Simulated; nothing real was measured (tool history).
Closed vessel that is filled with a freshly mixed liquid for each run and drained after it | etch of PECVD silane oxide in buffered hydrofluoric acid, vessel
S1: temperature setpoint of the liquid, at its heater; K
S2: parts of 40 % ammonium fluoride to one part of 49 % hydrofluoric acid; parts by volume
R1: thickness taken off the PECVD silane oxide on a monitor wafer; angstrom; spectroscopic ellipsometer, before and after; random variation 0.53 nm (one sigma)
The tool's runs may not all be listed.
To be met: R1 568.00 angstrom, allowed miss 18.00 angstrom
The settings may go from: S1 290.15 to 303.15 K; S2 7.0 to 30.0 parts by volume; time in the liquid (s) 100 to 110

Run 1, hour 0.0: S1 295.15 K, S2 19.0 parts by volume, time in the liquid (s) 100. Result: R1 830.78 angstrom.
Run 2, hour 0.5: S1 293.65 K, S2 19.0 parts by volume, time in the liquid (s) 100. Result: R1 768.17 angstrom.
Run 3, hour 7.6: S1 293.65 K, S2 19.0 parts by volume, time in the liquid (s) 110. Result: R1 842.12 angstrom.
Run 4, hour 9.9: S1 293.15 K, S2 19.5 parts by volume, time in the liquid (s) 110. Result: R1 798.70 angstrom.
Run 5, hour 16.4: S1 292.65 K, S2 20.0 parts by volume, time in the liquid (s) 110. Result: R1 757.55 angstrom.
Run 6, hour 20.5: S1 290.65 K, S2 20.0 parts by volume, time in the liquid (s) 110. Result: R1 665.97 angstrom.
Run 7, hour 28.1: S1 290.65 K, S2 20.5 parts by volume, time in the liquid (s) 110. Result: R1 660.95 angstrom.
Run 8, hour 33.2: S1 290.65 K, S2 20.5 parts by volume, time in the liquid (s) 110. Result: R1 660.14 angstrom.

Which of these 5 next moves meets every target?
Run A, hour 38.3: S1 290.15 K, S2 17.5 parts by volume, time in the liquid (s) 105. Result: R1 ?.
Run B, hour 38.3: S1 290.15 K, S2 21.0 parts by volume, time in the liquid (s) 105. Result: R1 ?.
Run C, hour 38.3: S1 292.15 K, S2 23.5 parts by volume, time in the liquid (s) 105. Result: R1 ?.
Run D, hour 38.3: S1 293.65 K, S2 19.0 parts by volume, time in the liquid (s) 105. Result: R1 ?.
Run E, hour 38.3: S1 291.65 K, S2 26.0 parts by volume, time in the liquid (s) 105. Result: R1 ?.

move      R1
   A  719.73
   B  609.82
   C  632.26
   D  808.93
   E  573.06
A: further off than the last run
B: nearer than the last run, and not there yet
C: nearer than the last run, and not there yet
D: further off than the last run
E: meets every target
The right move is E.
